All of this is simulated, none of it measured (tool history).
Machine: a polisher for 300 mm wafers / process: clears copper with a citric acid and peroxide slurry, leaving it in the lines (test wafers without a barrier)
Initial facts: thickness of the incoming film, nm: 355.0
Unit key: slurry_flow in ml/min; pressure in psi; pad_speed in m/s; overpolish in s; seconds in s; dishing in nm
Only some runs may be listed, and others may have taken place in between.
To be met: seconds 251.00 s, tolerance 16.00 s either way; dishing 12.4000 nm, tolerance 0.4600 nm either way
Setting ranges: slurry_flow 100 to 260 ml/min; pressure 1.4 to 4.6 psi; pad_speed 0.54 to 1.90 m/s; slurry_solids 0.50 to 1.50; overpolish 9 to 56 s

run,hour,slurry_flow,pressure,pad_speed,slurry_solids,overpolish,seconds,dishing
1,0.0,165,3.0,1.22,1.00,29,113.92,45.8390
2,8.0,155,2.4,1.04,0.95,22,172.31,27.7650
3,12.3,150,2.1,1.00,0.85,18,208.08,20.0660
4,20.8,165,2.0,0.98,0.75,15,222.91,15.7990
5,27.0,165,2.0,0.98,0.75,24,223.75,24.6370
6,29.1,165,2.2,0.86,0.65,19,233.38,18.7180
7,36.1,170,2.2,0.86,0.60,16,227.12,16.0260
8,44.8,180,2.1,0.86,0.55,15,245.94,14.1850
9,48.7,190,2.1,0.86,0.55,14,239.96,13.3020
10,52.2,195,2.0,0.86,0.55,14,257.95,13.0330
11,56.1,200,2.0,0.86,0.55,14,251.68,13.3850
12,58.9,200,2.0,0.86,0.55,14,252.13,13.0630
13,62.3,205,2.0,0.86,0.55,14,245.86,13.1840
14,65.7,210,2.0,0.86,0.55,14,253.28,13.2650
15,72.2,205,2.0,0.86,0.55,10,258.03,9.6216
16,76.9,185,2.0,0.86,0.55,11,249.22,10.5390
17,85.3,195,2.0,0.84,0.60,11,266.32,10.3620
18,86.7,195,2.0,0.84,0.60,12,245.15,11.4210
19,94.0,190,2.0,0.86,0.55,12,249.21,11.5190

5 next moves are on the table. One of them brings every result within its allowed miss. Which?
A,101.3,170,2.0,0.92,0.70,11,?,?
B,101.3,165,2.4,0.80,0.50,10,?,?
C,101.3,200,2.1,0.76,0.75,11,?,?
D,101.3,185,2.1,0.84,0.55,13,?,?
E,101.3,160,2.4,0.74,0.55,11,?,?

move,seconds,dishing
A,232.84,11.2790
B,242.63,9.9546
C,257.45,10.2810
D,250.94,12.2960
E,258.27,10.2680
A: moves away from the targets compared with the last run
B: moves away from the targets compared with the last run
C: moves away from the targets compared with the last run
D: every result within its allowed miss
E: moves away from the targets compared with the last run
D meets every target.
